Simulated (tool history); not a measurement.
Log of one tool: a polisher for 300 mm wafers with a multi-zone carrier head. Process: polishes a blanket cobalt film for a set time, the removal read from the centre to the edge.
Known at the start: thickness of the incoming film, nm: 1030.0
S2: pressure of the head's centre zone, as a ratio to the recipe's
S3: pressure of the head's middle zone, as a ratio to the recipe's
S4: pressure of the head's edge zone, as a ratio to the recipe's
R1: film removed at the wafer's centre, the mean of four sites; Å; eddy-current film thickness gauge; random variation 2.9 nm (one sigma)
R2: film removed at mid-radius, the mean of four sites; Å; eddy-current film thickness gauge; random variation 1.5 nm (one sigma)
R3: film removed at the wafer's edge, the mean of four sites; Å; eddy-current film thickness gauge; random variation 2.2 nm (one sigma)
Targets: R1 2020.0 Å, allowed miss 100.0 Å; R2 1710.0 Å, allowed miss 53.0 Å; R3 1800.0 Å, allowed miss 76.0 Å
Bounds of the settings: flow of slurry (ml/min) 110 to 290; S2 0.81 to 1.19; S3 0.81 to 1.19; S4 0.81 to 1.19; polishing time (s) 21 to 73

run 1 hour=0.0 | flow_of_slurry_(ml/min)=185 S2=1.00 S3=1.00 S4=1.00 polishing_time_(s)=47 | R1=3138.9 R2=3065.5 R3=3119.4
run 2 hour=8.8 | flow_of_slurry_(ml/min)=185 S2=1.08 S3=1.00 S4=1.00 polishing_time_(s)=47 | R1=3329.0 R2=3083.4 R3=3166.2
run 3 hour=16.7 | flow_of_slurry_(ml/min)=185 S2=1.08 S3=1.00 S4=1.00 polishing_time_(s)=54 | R1=3965.1 R2=3507.9 R3=3675.5
run 4 hour=19.3 | flow_of_slurry_(ml/min)=185 S2=1.08 S3=1.00 S4=1.08 polishing_time_(s)=54 | R1=3774.6 R2=3510.1 R3=3771.9
run 5 hour=26.1 | flow_of_slurry_(ml/min)=185 S2=1.08 S3=1.00 S4=1.08 polishing_time_(s)=50 | R1=3586.5 R2=3246.6 R3=3477.5
run 6 hour=34.6 | flow_of_slurry_(ml/min)=165 S2=1.08 S3=1.00 S4=1.08 polishing_time_(s)=50 | R1=3538.0 R2=3248.7 R3=3397.6
run 7 hour=41.0 | flow_of_slurry_(ml/min)=150 S2=1.07 S3=0.96 S4=1.06 polishing_time_(s)=41 | R1=2835.1 R2=2502.2 R3=2748.4
run 8 hour=46.1 | flow_of_slurry_(ml/min)=150 S2=1.07 S3=0.96 S4=1.06 polishing_time_(s)=41 | R1=2835.2 R2=2515.5 R3=2754.8
run 9 hour=48.1 | flow_of_slurry_(ml/min)=140 S2=1.07 S3=0.95 S4=1.01 polishing_time_(s)=36 | R1=2383.4 R2=2138.6 R3=2367.0
run 10 hour=56.3 | flow_of_slurry_(ml/min)=145 S2=1.11 S3=0.96 S4=0.95 polishing_time_(s)=33 | R1=2334.8 R2=2033.2 R3=2095.6
run 11 hour=62.0 | flow_of_slurry_(ml/min)=140 S2=1.10 S3=0.94 S4=0.92 polishing_time_(s)=32 | R1=2188.9 R2=1881.0 R3=2017.9
run 12 hour=68.5 | flow_of_slurry_(ml/min)=135 S2=1.10 S3=0.94 S4=0.89 polishing_time_(s)=31 | R1=2100.8 R2=1795.9 R3=1890.5
run 13 hour=77.2 | flow_of_slurry_(ml/min)=130 S2=1.10 S3=0.94 S4=0.88 polishing_time_(s)=31 | R1=2051.3 R2=1796.8 R3=1873.9
run 14 hour=86.0 | flow_of_slurry_(ml/min)=125 S2=1.11 S3=0.93 S4=0.87 polishing_time_(s)=31 | R1=2088.4 R2=1787.3 R3=1829.1
run 15 hour=93.3 | flow_of_slurry_(ml/min)=120 S2=1.09 S3=0.89 S4=0.87 polishing_time_(s)=30 | R1=1924.1 R2=1642.4 R3=1762.2

Which of these 5 next moves meets every target?
run A hour=100.6 | flow_of_slurry_(ml/min)=130 S2=1.09 S3=0.87 S4=0.85 polishing_time_(s)=28 | R1=? R2=? R3=?
run B hour=100.6 | flow_of_slurry_(ml/min)=150 S2=1.11 S3=0.87 S4=0.91 polishing_time_(s)=28 | R1=? R2=? R3=?
run C hour=100.6 | flow_of_slurry_(ml/min)=135 S2=1.19 S3=1.01 S4=0.81 polishing_time_(s)=28 | R1=? R2=? R3=?
run D hour=100.6 | flow_of_slurry_(ml/min)=155 S2=1.00 S3=0.86 S4=0.88 polishing_time_(s)=28 | R1=? R2=? R3=?
run E hour=100.6 | flow_of_slurry_(ml/min)=135 S2=1.08 S3=0.89 S4=0.84 polishing_time_(s)=30 | R1=? R2=? R3=?

move=A R1=1859.2 R2=1543.1 R3=1676.9
move=B R1=1968.0 R2=1596.3 R3=1772.0
move=C R1=2055.0 R2=1744.0 R3=1649.9
move=D R1=1785.6 R2=1594.8 R3=1754.1
move=E R1=1995.4 R2=1697.9 R3=1798.9
A: further off than the last run
B: further off than the last run
C: brings the result that was furthest off to its target, and leaves another outside
D: further off than the last run
E: meets every target
Move E is the one to make.
